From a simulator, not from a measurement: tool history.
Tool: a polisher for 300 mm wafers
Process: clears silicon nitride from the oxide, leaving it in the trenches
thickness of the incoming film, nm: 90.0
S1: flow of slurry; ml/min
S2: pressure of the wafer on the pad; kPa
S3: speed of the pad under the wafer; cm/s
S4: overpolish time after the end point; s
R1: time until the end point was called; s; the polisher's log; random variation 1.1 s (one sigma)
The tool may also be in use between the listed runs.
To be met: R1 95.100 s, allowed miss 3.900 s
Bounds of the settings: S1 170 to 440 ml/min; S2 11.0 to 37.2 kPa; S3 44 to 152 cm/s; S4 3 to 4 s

{"run": 1, "hour": 0.0, "S1": 280, "S2": 24.1, "S3": 98, "S4": 4, "R1": 76.784}
{"run": 2, "hour": 2.0, "S1": 280, "S2": 22.8, "S3": 98, "S4": 4, "R1": 79.553}
{"run": 3, "hour": 9.2, "S1": 280, "S2": 21.4, "S3": 98, "S4": 4, "R1": 81.134}
{"run": 4, "hour": 11.5, "S1": 280, "S2": 21.4, "S3": 98, "S4": 3, "R1": 83.56}
{"run": 5, "hour": 20.5, "S1": 330, "S2": 21.4, "S3": 98, "S4": 3, "R1": 80.473}
{"run": 6, "hour": 21.9, "S1": 325, "S2": 20.0, "S3": 98, "S4": 3, "R1": 85.671}
{"run": 7, "hour": 28.6, "S1": 325, "S2": 19.3, "S3": 98, "S4": 3, "R1": 85.488}
{"run": 8, "hour": 34.2, "S1": 320, "S2": 18.6, "S3": 98, "S4": 3, "R1": 86.507}
{"run": 9, "hour": 37.8, "S1": 320, "S2": 18.6, "S3": 98, "S4": 3, "R1": 86.975}
{"run": 10, "hour": 45.5, "S1": 320, "S2": 17.9, "S3": 98, "S4": 3, "R1": 90.313}

Which of these 5 next moves meets every target?
{"run": "A", "hour": 53.2, "S1": 305, "S2": 16.5, "S3": 108, "S4": 3, "R1": "?"}
{"run": "B", "hour": 53.2, "S1": 315, "S2": 17.9, "S3": 90, "S4": 4, "R1": "?"}
{"run": "C", "hour": 53.2, "S1": 240, "S2": 19.3, "S3": 100, "S4": 3, "R1": "?"}
{"run": "D", "hour": 53.2, "S1": 345, "S2": 16.5, "S3": 106, "S4": 4, "R1": "?"}
{"run": "E", "hour": 53.2, "S1": 315, "S2": 20.7, "S3": 100, "S4": 3, "R1": "?"}

move=A R1=86.360
move=B R1=95.808
move=C R1=86.516
move=D R1=86.872
move=E R1=81.209
A: further off than the last run
B: meets every target
C: further off than the last run
D: further off than the last run
E: further off than the last run
Answer: B
